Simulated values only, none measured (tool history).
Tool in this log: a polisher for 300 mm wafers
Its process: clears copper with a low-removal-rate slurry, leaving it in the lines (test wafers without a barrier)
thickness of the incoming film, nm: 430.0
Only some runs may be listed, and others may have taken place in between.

| run | day | flow of slurry (ml/min) | pressure of the wafer on the pad (kPa) | speed of the pad under the wafer (m/s) | abrasive content of the slurry | overpolish time after the end point (s) | time until the end point was called (s) | dishing of a wide line in a test structure (Å) |
|---|---|---|---|---|---|---|---|---|
| 1 | 0.000 | 260 | 21.4 | 0.92 | 1.00 | 22 | 180.27 | 332.54 |
| 2 | 0.279 | 260 | 20.0 | 0.92 | 1.00 | 20 | 192.25 | 285.92 |
| 3 | 0.354 | 260 | 19.3 | 0.92 | 1.00 | 19 | 199.89 | 268.57 |
| 4 | 0.729 | 260 | 19.3 | 0.92 | 0.95 | 19 | 201.99 | 255.32 |
| 5 | 0.979 | 260 | 19.3 | 0.70 | 0.95 | 19 | 258.23 | 210.56 |
| 6 | 1.117 | 260 | 19.3 | 0.54 | 0.95 | 19 | 311.34 | 179.95 |
| 7 | 1.217 | 265 | 21.4 | 0.54 | 0.95 | 18 | 287.43 | 178.87 |
| 8 | 1.392 | 265 | 23.4 | 0.54 | 0.95 | 18 | 264.07 | 201.61 |
| 9 | 1.550 | 265 | 23.4 | 0.54 | 0.95 | 18 | 263.12 | 195.63 |

For run 10, what comes out?
| 10 | 1.725 | 265 | 24.8 | 0.54 | 0.95 | 18 | ? | ? |

Run 10 produced time until the end point was called (s) 245.24, dishing of a wide line in a test structure (Å) 209.72.

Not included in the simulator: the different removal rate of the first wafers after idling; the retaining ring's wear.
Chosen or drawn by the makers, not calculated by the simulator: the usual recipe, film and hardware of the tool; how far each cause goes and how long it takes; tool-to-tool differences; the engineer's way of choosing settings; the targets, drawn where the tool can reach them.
